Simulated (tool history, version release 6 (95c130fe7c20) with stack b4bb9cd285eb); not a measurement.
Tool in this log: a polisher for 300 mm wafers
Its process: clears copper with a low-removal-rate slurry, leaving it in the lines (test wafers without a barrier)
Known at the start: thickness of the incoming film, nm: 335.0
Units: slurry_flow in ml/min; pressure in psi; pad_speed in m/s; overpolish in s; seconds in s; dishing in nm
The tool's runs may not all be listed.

run    day  slurry_flow  pressure  pad_speed  slurry_solids  overpolish  seconds  dishing
  1      0          120       2.6        0.9              1          11   154.97   18.197
  2  0.358          120       2.7        0.9              1          11   147.03   19.248
  3  0.562          120       2.8        0.9              1          11   143.19   19.507
  4  0.642          120       2.8        0.9              1           8   144.77   14.329
  5  0.742          120       2.9        0.9              1           8   139.15   14.494
  6  1.025          120       2.4        0.9              1           8   168.94   12.295
  7  1.104          120       2.5        0.9              1           8   158.01   12.881
  8  1.225          120       2.6        0.9              1           8   150.67   13.626

Run 9 is up next; what results do you expect?
  9  1.488          120       2.7        0.9              1           8        ?        ?

Run 9 gave seconds 151.29 s, dishing 14.041 nm.

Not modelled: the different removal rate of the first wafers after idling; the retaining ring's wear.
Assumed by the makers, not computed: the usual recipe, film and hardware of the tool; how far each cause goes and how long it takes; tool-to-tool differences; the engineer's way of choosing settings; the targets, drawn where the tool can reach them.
